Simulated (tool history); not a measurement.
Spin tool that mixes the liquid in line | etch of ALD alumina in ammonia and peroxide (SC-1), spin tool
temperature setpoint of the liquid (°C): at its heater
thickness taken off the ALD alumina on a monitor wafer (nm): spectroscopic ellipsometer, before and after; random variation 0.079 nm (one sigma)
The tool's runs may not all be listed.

run	hour	temperature setpoint of the liquid (°C)	parts of 29 % ammonia solution to one part of 30 % peroxide (parts by volume)	time under the liquid (s)	thickness taken off the ALD alumina on a monitor wafer (nm)
1	0	60	0.55	145	17.928
2	3.4	66	0.55	145	24.155
3	7.9	66	0.4	145	23.7
4	12.6	62	0.4	145	19.353
5	18.1	59	0.4	145	16.494
6	23.4	56.5	0.4	145	14.456
7	26.3	48.5	0.4	145	9.5161

Run 8 comes next. What will it give?
8	29.4	49	0.4	145	?

thickness taken off the ALD alumina on a monitor wafer (nm): 9.7042
